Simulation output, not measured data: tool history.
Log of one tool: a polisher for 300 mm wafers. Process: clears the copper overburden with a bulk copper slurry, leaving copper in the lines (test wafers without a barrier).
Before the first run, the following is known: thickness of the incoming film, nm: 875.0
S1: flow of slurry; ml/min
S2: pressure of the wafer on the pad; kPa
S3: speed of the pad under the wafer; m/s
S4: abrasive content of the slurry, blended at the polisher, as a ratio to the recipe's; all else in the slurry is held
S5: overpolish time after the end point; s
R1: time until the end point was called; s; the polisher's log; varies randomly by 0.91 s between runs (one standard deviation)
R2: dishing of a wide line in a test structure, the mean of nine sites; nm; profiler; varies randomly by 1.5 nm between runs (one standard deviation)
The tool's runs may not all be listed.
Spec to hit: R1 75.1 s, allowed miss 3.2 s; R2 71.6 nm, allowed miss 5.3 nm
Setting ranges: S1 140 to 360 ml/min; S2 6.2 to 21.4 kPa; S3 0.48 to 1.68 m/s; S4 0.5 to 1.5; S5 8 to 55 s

| run | day | S1 | S2 | S3 | S4 | S5 | R1 | R2 |
|---|---|---|---|---|---|---|---|---|
| 1 | 0 | 230 | 13.8 | 1.08 | 1 | 28 | 112.62 | 61.326 |
| 2 | 0.062 | 230 | 14.5 | 1.08 | 1 | 28 | 104.95 | 62.814 |
| 3 | 0.242 | 230 | 15.2 | 1.08 | 1 | 28 | 102.34 | 65.896 |
| 4 | 0.362 | 230 | 15.9 | 1.08 | 1 | 27 | 97.629 | 64.413 |
| 5 | 0.654 | 230 | 16.5 | 1.08 | 1 | 27 | 94.087 | 65.096 |
| 6 | 0.762 | 230 | 17.2 | 1.08 | 1 | 27 | 87.268 | 65.092 |
|  | 1.05 | slurry nozzle cleaned |
| 7 | 1.05 | 230 | 17.2 | 1.08 | 1 | 28 | 86.353 | 65.703 |
| 8 | 1.354 | 230 | 17.2 | 1.08 | 1 | 29 | 87.003 | 68.358 |
| 9 | 1.667 | 230 | 18.6 | 1.08 | 1 | 29 | 80.34 | 71.141 |

Pick the move, out of 4, that brings all results within their allowed miss; only one does.
| A | 1.979 | 225 | 17.2 | 1.06 | 0.85 | 31 | ? | ? |
| B | 1.979 | 205 | 16.5 | 1.08 | 1.05 | 25 | ? | ? |
| C | 1.979 | 165 | 20.7 | 1.08 | 1.1 | 27 | ? | ? |
| D | 1.979 | 290 | 18.6 | 1.06 | 1.1 | 15 | ? | ? |

| move | R1 | R2 |
|---|---|---|
| A | 89.914 | 67.806 |
| B | 90.311 | 64.889 |
| C | 74.363 | 70.873 |
| D | 78.405 | 59.837 |
A: lands further from the targets than the last run did
B: lands further from the targets than the last run did
C: all results in spec
D: lands further from the targets than the last run did
Move C is the one to make.
